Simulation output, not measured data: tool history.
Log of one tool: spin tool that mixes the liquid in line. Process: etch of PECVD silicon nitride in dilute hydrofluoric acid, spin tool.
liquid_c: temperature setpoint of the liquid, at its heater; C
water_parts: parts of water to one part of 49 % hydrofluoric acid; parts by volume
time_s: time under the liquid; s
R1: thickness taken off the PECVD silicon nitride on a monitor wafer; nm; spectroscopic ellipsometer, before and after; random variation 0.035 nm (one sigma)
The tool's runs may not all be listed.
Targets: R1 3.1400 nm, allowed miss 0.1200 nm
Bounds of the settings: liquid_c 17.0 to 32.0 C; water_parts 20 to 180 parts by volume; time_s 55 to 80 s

Run 1, hour 0.0: liquid_c 24.0 C, water_parts 100 parts by volume, time_s 80 s. Result: R1 1.6459 nm.
Run 2, hour 1.1: liquid_c 25.5 C, water_parts 95 parts by volume, time_s 80 s. Result: R1 1.9006 nm.
Run 3, hour 9.9: liquid_c 28.5 C, water_parts 95 parts by volume, time_s 80 s. Result: R1 2.2969 nm.
Run 4, hour 17.5: liquid_c 29.0 C, water_parts 95 parts by volume, time_s 80 s. Result: R1 2.3864 nm.
Run 5, hour 19.5: liquid_c 29.5 C, water_parts 95 parts by volume, time_s 80 s. Result: R1 2.4643 nm.
Run 6, hour 23.2: liquid_c 29.5 C, water_parts 95 parts by volume, time_s 80 s. Result: R1 2.4348 nm.
Run 7, hour 26.3: liquid_c 30.0 C, water_parts 95 parts by volume, time_s 80 s. Result: R1 2.5921 nm.
Run 8, hour 29.4: liquid_c 30.5 C, water_parts 95 parts by volume, time_s 80 s. Result: R1 2.6395 nm.
Run 9, hour 36.8: liquid_c 31.0 C, water_parts 95 parts by volume, time_s 80 s. Result: R1 2.7853 nm.
Run 10, hour 41.3: liquid_c 31.5 C, water_parts 90 parts by volume, time_s 80 s. Result: R1 2.9458 nm.

Which of these 4 next moves meets every target?
Run A, hour 45.8: liquid_c 31.0 C, water_parts 85 parts by volume, time_s 75 s. Result: R1 ?.
Run B, hour 45.8: liquid_c 29.0 C, water_parts 75 parts by volume, time_s 75 s. Result: R1 ?.
Run C, hour 45.8: liquid_c 31.5 C, water_parts 85 parts by volume, time_s 80 s. Result: R1 ?.
Run D, hour 45.8: liquid_c 30.5 C, water_parts 60 parts by volume, time_s 55 s. Result: R1 ?.

move      R1
   A  2.8233
   B  2.8188
   C  3.1073
   D  2.8416
A: further off than the last run
B: further off than the last run
C: meets every target
D: further off than the last run
The right move is C.

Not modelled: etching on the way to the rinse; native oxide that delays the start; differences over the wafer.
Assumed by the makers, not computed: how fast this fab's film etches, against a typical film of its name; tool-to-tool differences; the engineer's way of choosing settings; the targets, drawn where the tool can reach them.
